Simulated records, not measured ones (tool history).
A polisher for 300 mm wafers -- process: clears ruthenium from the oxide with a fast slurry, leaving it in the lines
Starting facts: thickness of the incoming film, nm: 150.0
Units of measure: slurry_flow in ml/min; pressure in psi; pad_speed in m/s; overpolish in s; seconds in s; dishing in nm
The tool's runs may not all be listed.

{"run": 1, "hour": 0.0, "slurry_flow": 225, "pressure": 2.5, "pad_speed": 0.86, "slurry_solids": 1, "overpolish": 18, "seconds": 38.012, "dishing": 51.75}
{"run": 2, "hour": 1.3, "slurry_flow": 220, "pressure": 2.4, "pad_speed": 0.86, "slurry_solids": 1, "overpolish": 18, "seconds": 39.484, "dishing": 48.912}
{"run": 3, "hour": 8.0, "slurry_flow": 220, "pressure": 2.4, "pad_speed": 0.68, "slurry_solids": 1, "overpolish": 18, "seconds": 47.999, "dishing": 42.083}
{"run": 4, "hour": 10.3, "slurry_flow": 265, "pressure": 2.4, "pad_speed": 0.68, "slurry_solids": 1, "overpolish": 18, "seconds": 46.656, "dishing": 43.108}
{"run": 5, "hour": 17.6, "slurry_flow": 265, "pressure": 2.4, "pad_speed": 0.68, "slurry_solids": 1, "overpolish": 10, "seconds": 47.065, "dishing": 25.41}
{"run": 6, "hour": 25.0, "slurry_flow": 320, "pressure": 2.4, "pad_speed": 0.68, "slurry_solids": 1, "overpolish": 10, "seconds": 45.496, "dishing": 25.697}
{"run": 7, "hour": 32.2, "slurry_flow": 310, "pressure": 2.4, "pad_speed": 0.68, "slurry_solids": 1, "overpolish": 12, "seconds": 46.572, "dishing": 30.5}
{"run": 8, "hour": 34.9, "slurry_flow": 245, "pressure": 2.7, "pad_speed": 0.68, "slurry_solids": 1, "overpolish": 17, "seconds": 42.88, "dishing": 45.146}
{"run": 9, "hour": 41.4, "slurry_flow": 240, "pressure": 2.7, "pad_speed": 0.68, "slurry_solids": 1, "overpolish": 17, "seconds": 43.374, "dishing": 43.248}
{"run": 10, "hour": 48.2, "slurry_flow": 235, "pressure": 2.7, "pad_speed": 0.68, "slurry_solids": 1, "overpolish": 17, "seconds": 42.951, "dishing": 43.087}

Run 11 is up next; what results do you expect?
{"run": 11, "hour": 53.4, "slurry_flow": 230, "pressure": 2.7, "pad_speed": 0.68, "slurry_solids": 1, "overpolish": 17, "seconds": "?", "dishing": "?"}

seconds: 43.473 s
dishing: 43.403 nm
